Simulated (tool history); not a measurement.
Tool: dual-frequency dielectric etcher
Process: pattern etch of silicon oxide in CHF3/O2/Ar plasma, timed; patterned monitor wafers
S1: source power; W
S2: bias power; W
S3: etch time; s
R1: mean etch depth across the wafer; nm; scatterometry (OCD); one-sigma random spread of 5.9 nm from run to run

| run | hour | S1 | S2 | S3 | R1 |
|---|---|---|---|---|---|
| 1 | 0.0 | 610 | 172 | 613.5 | 1192.0 |
| 2 | 1.9 | 560 | 172 | 613.5 | 1122.4 |
| 3 | 3.4 | 630 | 173 | 613.5 | 1225.1 |
| 4 | 11.0 | 630 | 173 | 642.0 | 1270.1 |
| 5 | 11.9 | 580 | 173 | 642.0 | 1199.6 |
| 6 | 19.4 | 580 | 173 | 613.5 | 1150.8 |
| 7 | 20.3 | 640 | 174 | 613.5 | 1228.7 |
| 8 | 21.2 | 680 | 175 | 613.5 | 1278.5 |

What does the tool deliver on the next run?
| 9 | 26.3 | 710 | 176 | 613.5 | ? |

Run 9 came out at R1 1311.6 nm.

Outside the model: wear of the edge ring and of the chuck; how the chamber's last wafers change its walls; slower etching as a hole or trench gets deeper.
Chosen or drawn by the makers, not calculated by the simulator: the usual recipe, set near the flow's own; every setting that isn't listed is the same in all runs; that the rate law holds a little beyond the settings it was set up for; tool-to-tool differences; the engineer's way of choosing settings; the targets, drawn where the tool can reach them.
